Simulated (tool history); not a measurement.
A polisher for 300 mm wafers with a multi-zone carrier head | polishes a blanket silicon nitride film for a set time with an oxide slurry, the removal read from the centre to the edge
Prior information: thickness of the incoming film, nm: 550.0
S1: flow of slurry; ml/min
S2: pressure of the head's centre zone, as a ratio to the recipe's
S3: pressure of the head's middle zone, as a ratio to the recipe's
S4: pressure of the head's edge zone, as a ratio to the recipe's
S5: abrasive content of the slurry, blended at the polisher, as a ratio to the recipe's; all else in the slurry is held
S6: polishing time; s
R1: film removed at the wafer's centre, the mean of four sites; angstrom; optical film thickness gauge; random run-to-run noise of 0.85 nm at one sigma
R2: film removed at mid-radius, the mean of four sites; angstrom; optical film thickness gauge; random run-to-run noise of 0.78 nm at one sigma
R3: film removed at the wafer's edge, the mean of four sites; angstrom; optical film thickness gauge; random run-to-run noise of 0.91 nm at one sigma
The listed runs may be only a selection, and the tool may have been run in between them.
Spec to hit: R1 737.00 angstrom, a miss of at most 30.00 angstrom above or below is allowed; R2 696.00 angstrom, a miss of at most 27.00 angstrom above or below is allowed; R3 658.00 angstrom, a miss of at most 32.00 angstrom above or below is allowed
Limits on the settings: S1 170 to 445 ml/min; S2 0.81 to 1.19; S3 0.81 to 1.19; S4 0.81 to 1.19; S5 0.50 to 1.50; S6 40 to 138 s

run,hour,S1,S2,S3,S4,S5,S6,R1,R2,R3
1,0.0,285,1.00,1.00,1.00,1.00,88,605.89,599.35,600.39
2,1.7,290,1.01,1.01,1.01,1.00,88,628.52,615.47,622.17
3,4.9,290,1.01,1.01,1.01,1.20,88,671.41,649.26,670.11
4,12.2,290,1.01,1.01,1.09,1.20,88,669.42,662.83,703.97
5,18.0,290,0.97,1.01,1.09,1.20,88,637.17,671.40,684.69
6,24.9,290,0.97,1.09,1.09,1.20,88,640.57,701.09,696.71
7,26.8,295,0.98,1.10,1.07,1.20,88,643.31,704.04,682.33
8,34.9,300,0.99,1.10,1.06,1.20,88,663.20,704.43,663.10
9,41.7,305,1.00,1.10,1.06,1.20,88,665.96,708.66,693.01
10,44.8,305,1.01,1.10,1.04,1.20,88,678.65,706.09,682.23
11,48.2,310,1.02,1.10,1.03,1.20,88,682.56,727.99,675.04
12,55.3,305,1.03,1.09,1.02,1.20,88,698.11,706.68,673.55

Which single option among these 4 for the next run brings every result within its allowed miss of target? Just one does.
A,62.4,310,0.96,1.07,1.00,1.20,95,?,?,?
B,62.4,295,0.98,1.01,1.14,1.50,87,?,?,?
C,62.4,290,1.11,1.08,1.00,1.15,89,?,?,?
D,62.4,290,0.92,1.05,1.14,1.05,95,?,?,?

move,R1,R2,R3
A,697.77,760.96,708.59
B,708.04,720.54,753.96
C,737.51,700.28,648.39
D,625.43,701.21,709.65
A: further off than the last run
B: brings the result that was furthest off to its target, and leaves another outside
C: each result inside its tolerance
D: further off than the last run
C is the move that brings every result within its allowed miss.
